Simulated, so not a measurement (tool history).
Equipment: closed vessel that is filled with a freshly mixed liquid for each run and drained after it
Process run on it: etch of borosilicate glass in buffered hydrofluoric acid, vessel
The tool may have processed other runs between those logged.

run  hour  temperature setpoint of the liquid (°C)  parts of 40 % ammonium fluoride to one part of 49 % hydrofluoric acid (parts by volume)  time in the liquid (s)  thickness taken off the borosilicate glass on a monitor wafer (nm)
  1   0.0                                       23                                                                                     12.0                      85                                                              83.056
  2   8.3                                       23                                                                                     10.5                      85                                                              93.778
  3  12.3                                       23                                                                                      9.5                      85                                                             102.210
  4  15.4                                       24                                                                                      9.5                      85                                                             108.700
  5  18.7                                       24                                                                                      9.5                      85                                                             108.930
  6  26.0                                       24                                                                                      8.0                      85                                                             126.310

Estimate the outcome of run 7 from the log above:
  7  29.8                                       25                                                                                      8.0                      85                                                                   ?

Run 7 measured thickness taken off the borosilicate glass on a monitor wafer (nm) 134.460.
